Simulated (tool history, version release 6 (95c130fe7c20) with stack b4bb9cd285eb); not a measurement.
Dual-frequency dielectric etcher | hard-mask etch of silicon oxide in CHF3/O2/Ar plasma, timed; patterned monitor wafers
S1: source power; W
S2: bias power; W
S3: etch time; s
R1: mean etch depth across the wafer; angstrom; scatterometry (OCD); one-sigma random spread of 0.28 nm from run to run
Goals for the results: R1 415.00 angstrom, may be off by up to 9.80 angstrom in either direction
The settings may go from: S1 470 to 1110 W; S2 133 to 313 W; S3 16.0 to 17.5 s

run 1 day=0.000 | S1=790 S2=223 S3=17.5 | R1=469.79
run 2 day=0.333 | S1=740 S2=219 S3=17.5 | R1=454.33
run 3 day=0.612 | S1=710 S2=217 S3=17.5 | R1=443.12
run 4 day=0.858 | S1=690 S2=216 S3=17.5 | R1=440.29
run 5 day=0.950 | S1=690 S2=238 S3=17.5 | R1=455.14
run 6 day=0.983 | S1=660 S2=236 S3=17.5 | R1=443.58
run 7 day=1.104 | S1=640 S2=234 S3=17.5 | R1=434.94
run 8 day=1.342 | S1=630 S2=233 S3=17.5 | R1=434.83
run 9 day=1.488 | S1=610 S2=232 S3=17.5 | R1=430.04

Below are 4 possible settings for the next run. Only one of them brings all results inside the allowed miss of their targets. Which is it?
run A day=1.633 | S1=600 S2=274 S3=17.5 | R1=?
run B day=1.633 | S1=780 S2=236 S3=16.0 | R1=?
run C day=1.633 | S1=740 S2=268 S3=16.5 | R1=?
run D day=1.633 | S1=550 S2=257 S3=17.0 | R1=?

move=A R1=456.16
move=B R1=437.97
move=C R1=465.26
move=D R1=415.87
A: moves away from the targets compared with the last run
B: moves away from the targets compared with the last run
C: moves away from the targets compared with the last run
D: hits every target within its allowed miss
So the answer is move D, the one that meets all the targets.

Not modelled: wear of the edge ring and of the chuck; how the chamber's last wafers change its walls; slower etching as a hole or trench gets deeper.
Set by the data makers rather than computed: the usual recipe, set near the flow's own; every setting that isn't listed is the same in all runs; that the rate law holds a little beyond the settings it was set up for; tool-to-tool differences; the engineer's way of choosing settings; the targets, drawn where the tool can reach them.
